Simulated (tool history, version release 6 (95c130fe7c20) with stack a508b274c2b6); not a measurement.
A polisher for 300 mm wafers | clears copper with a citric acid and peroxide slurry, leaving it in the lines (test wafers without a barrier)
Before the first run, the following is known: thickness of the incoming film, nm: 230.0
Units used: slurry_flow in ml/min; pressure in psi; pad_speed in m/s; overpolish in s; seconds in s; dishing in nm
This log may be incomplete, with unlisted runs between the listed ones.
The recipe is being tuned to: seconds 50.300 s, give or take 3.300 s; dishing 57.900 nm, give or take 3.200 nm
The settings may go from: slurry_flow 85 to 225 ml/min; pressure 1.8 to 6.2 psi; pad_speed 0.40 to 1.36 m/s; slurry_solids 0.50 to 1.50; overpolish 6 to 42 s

Run 1, hour 0.0: slurry_flow 145 ml/min, pressure 4.0 psi, pad_speed 0.88 m/s, slurry_solids 1.00, overpolish 21 s. Result: seconds 82.746 s, dishing 37.420 nm.
Run 2, hour 6.7: slurry_flow 145 ml/min, pressure 4.5 psi, pad_speed 0.88 m/s, slurry_solids 1.00, overpolish 21 s. Result: seconds 76.461 s, dishing 39.785 nm.
Run 3, hour 10.8: slurry_flow 145 ml/min, pressure 4.9 psi, pad_speed 0.90 m/s, slurry_solids 1.00, overpolish 21 s. Result: seconds 70.761 s, dishing 44.384 nm.
Run 4, hour 18.4: slurry_flow 145 ml/min, pressure 4.2 psi, pad_speed 0.90 m/s, slurry_solids 1.00, overpolish 21 s. Result: seconds 75.930 s, dishing 38.707 nm.
Run 5, hour 24.8: slurry_flow 145 ml/min, pressure 4.9 psi, pad_speed 0.90 m/s, slurry_solids 1.00, overpolish 21 s. Result: seconds 67.375 s, dishing 43.702 nm.
Run 6, hour 32.5: slurry_flow 165 ml/min, pressure 4.9 psi, pad_speed 0.90 m/s, slurry_solids 1.00, overpolish 21 s. Result: seconds 68.025 s, dishing 44.052 nm.
Run 7, hour 35.2: slurry_flow 165 ml/min, pressure 6.0 psi, pad_speed 0.92 m/s, slurry_solids 1.00, overpolish 21 s. Result: seconds 55.962 s, dishing 51.337 nm.
Run 8, hour 38.8: slurry_flow 165 ml/min, pressure 6.0 psi, pad_speed 0.94 m/s, slurry_solids 1.00, overpolish 21 s. Result: seconds 54.947 s, dishing 52.887 nm.
Run 9, hour 44.3: slurry_flow 165 ml/min, pressure 6.0 psi, pad_speed 0.94 m/s, slurry_solids 1.00, overpolish 21 s. Result: seconds 56.813 s, dishing 52.199 nm.
Run 10, hour 49.5: slurry_flow 165 ml/min, pressure 6.1 psi, pad_speed 0.96 m/s, slurry_solids 1.00, overpolish 21 s. Result: seconds 53.795 s, dishing 53.985 nm.
Run 11, hour 53.4: slurry_flow 165 ml/min, pressure 6.1 psi, pad_speed 0.98 m/s, slurry_solids 1.00, overpolish 21 s. Result: seconds 54.361 s, dishing 54.197 nm.

Of the 5 settings listed for the next run, only one would bring every result within its allowed miss of target. Which one?
Run A, hour 57.3: slurry_flow 165 ml/min, pressure 5.8 psi, pad_speed 0.90 m/s, slurry_solids 0.95, overpolish 18 s. Result: seconds ?, dishing ?.
Run B, hour 57.3: slurry_flow 110 ml/min, pressure 6.2 psi, pad_speed 1.20 m/s, slurry_solids 0.90, overpolish 17 s. Result: seconds ?, dishing ?.
Run C, hour 57.3: slurry_flow 170 ml/min, pressure 6.2 psi, pad_speed 1.08 m/s, slurry_solids 1.15, overpolish 17 s. Result: seconds ?, dishing ?.
Run D, hour 57.3: slurry_flow 195 ml/min, pressure 6.1 psi, pad_speed 0.88 m/s, slurry_solids 0.85, overpolish 28 s. Result: seconds ?, dishing ?.
Run E, hour 57.3: slurry_flow 185 ml/min, pressure 6.2 psi, pad_speed 0.96 m/s, slurry_solids 1.15, overpolish 22 s. Result: seconds ?, dishing ?.

move  seconds  dishing
   A   58.853   43.419
   B   45.796   51.223
   C   44.685   52.283
   D   57.892   63.387
   E   49.490   59.340
A: the biggest miss grows against the last run
B: takes the result that was furthest off past its target
C: takes the result that was furthest off past its target
D: the biggest miss grows against the last run
E: every result within its allowed miss
E is the move that brings every result within its allowed miss.
